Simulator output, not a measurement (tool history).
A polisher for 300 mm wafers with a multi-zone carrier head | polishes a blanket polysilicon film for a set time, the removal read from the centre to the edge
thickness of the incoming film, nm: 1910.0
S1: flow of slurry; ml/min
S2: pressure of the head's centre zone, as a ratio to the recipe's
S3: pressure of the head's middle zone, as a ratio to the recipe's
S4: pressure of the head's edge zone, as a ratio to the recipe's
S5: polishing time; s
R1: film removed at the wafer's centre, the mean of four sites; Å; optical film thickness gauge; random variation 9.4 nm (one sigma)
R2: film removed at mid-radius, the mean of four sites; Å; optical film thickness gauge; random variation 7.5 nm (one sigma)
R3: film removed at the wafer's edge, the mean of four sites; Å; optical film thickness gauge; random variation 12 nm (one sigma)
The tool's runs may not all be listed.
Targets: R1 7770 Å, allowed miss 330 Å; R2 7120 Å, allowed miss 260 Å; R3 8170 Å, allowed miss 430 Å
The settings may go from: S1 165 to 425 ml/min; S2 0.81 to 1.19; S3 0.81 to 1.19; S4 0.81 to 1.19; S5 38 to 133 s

run,day,S1,S2,S3,S4,S5,R1,R2,R3
1,0,275,1,1,1,85,5582.8,5803.7,5613.2
2,0.296,275,1.01,0.97,1.04,92,6257,6130.1,6417.4
3,0.475,280,1.02,0.97,1.07,95,6395.4,6400.1,6671.5
4,0.621,280,1.03,0.96,1.09,99,6852.8,6622.9,6908.8
5,0.992,280,1.02,0.94,1.1,102,6931.1,6693.2,7347
6,1.167,280,1.03,0.93,1.11,104,7297,6792.6,7396.9
7,1.367,280,1.03,0.92,1.13,106,7351,6831.5,7603.7
8,1.525,285,1.03,0.92,1.14,107,7316.8,6872.2,7636.7

5 next moves are on the table. One of them brings every result within its allowed miss. Which?
A,1.683,285,1.04,1.05,1.17,91,?,?,?
B,1.683,285,1.09,0.87,1.14,107,?,?,?
C,1.683,230,1.03,0.89,1.14,115,?,?,?
D,1.683,320,1.15,0.91,1,111,?,?,?
E,1.683,300,1.13,0.81,1.01,109,?,?,?

move,R1,R2,R3
A,6242.3,6633.7,6552.9
B,7665.9,6661.5,7620.4
C,7650,7163.8,8073.9
D,8456.9,7237.7,7453.2
E,8115.8,6426.3,7335.8
A: further off than the last run
B: brings the result that was furthest off to its target, and leaves another outside
C: meets every target
D: takes the result that was furthest off past its target
E: takes the result that was furthest off past its target
Answer: C
